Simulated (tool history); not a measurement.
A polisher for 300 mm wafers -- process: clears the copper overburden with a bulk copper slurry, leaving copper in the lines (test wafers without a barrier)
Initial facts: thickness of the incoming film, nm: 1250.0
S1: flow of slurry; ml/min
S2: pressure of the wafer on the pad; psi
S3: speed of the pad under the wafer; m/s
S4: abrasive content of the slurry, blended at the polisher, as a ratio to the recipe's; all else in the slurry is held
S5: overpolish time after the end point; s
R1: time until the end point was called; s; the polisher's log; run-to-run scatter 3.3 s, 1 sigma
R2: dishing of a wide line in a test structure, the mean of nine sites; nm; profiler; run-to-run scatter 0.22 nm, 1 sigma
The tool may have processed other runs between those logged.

run	hour	S1	S2	S3	S4	S5	R1	R2
1	0.0	135	2.9	1.30	1.00	11	89.596	13.665
2	2.5	135	2.4	1.24	1.00	10	114.750	13.119
3	11.6	135	2.4	1.24	0.80	10	117.040	13.422
4	16.9	135	2.1	1.22	0.85	9	136.890	13.015
5	19.5	135	2.1	1.22	0.95	9	133.120	12.863
6	23.8	135	2.1	1.36	0.95	9	119.150	13.130

Run 7 is up next; what results do you expect?
7	25.5	150	1.3	1.02	1.05	8	?	?

R1: 219.500 s
R2: 11.374 nm
